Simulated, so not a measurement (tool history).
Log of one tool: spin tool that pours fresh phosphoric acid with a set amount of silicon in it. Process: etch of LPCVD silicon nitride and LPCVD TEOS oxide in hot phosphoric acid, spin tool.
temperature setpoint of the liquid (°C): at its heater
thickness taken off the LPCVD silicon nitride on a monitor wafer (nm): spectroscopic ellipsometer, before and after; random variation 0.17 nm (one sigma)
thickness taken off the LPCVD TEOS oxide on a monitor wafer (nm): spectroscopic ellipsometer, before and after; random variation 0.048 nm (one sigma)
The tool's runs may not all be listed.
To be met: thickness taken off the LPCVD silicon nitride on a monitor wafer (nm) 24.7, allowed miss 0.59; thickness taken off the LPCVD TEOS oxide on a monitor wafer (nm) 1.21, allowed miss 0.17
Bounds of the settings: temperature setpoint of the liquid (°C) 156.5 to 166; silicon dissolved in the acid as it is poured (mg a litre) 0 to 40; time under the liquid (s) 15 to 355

run,day,temperature setpoint of the liquid (°C),silicon dissolved in the acid as it is poured (mg a litre),time under the liquid (s),thickness taken off the LPCVD silicon nitride on a monitor wafer (nm),thickness taken off the LPCVD TEOS oxide on a monitor wafer (nm)
1,0,161,17.5,180,16.674,0.70642
2,0.188,161,17.5,125,11.358,0.46656
3,0.321,159.5,17.5,125,10.897,0.40425
4,0.579,159.5,25.5,125,10.717,0.34003
5,0.654,159.5,25.5,75,6.5906,0.2046
6,0.767,159.5,23,95,8.2506,0.26133
7,0.8,159.5,21,110,9.6087,0.32647
8,1.025,159.5,19,125,11.092,0.38107
9,1.167,162,8,215,20.385,1.0035
10,1.458,162.5,9.5,215,20.546,1.1002
11,1.808,162.5,11,220,21.049,0.96302
12,2.079,162.5,10.5,225,21.385,1.0414
13,2.271,162.5,10.5,225,21.657,1.1074
14,2.5,162.5,11,230,22.099,1.214
15,2.642,162,10.5,235,22.308,1.1729
16,2.958,162,10.5,235,22.34,1.0547
17,3.108,162,10.5,235,22.189,1.0775

Which of these 4 next moves meets every target?
A,3.258,166,0,220,?,?
B,3.258,163,13,250,?,?
C,3.258,165,0,220,?,?
D,3.258,159.5,19,285,?,?

move,thickness taken off the LPCVD silicon nitride on a monitor wafer (nm),thickness taken off the LPCVD TEOS oxide on a monitor wafer (nm)
A,24.158,1.6457
B,24.873,1.1487
C,23.38,1.531
D,25.227,0.86729
A: brings the result that was furthest off to its target, and leaves another outside
B: meets every target
C: nearer than the last run, and not there yet
D: brings the result that was furthest off to its target, and leaves another outside
Answer: B

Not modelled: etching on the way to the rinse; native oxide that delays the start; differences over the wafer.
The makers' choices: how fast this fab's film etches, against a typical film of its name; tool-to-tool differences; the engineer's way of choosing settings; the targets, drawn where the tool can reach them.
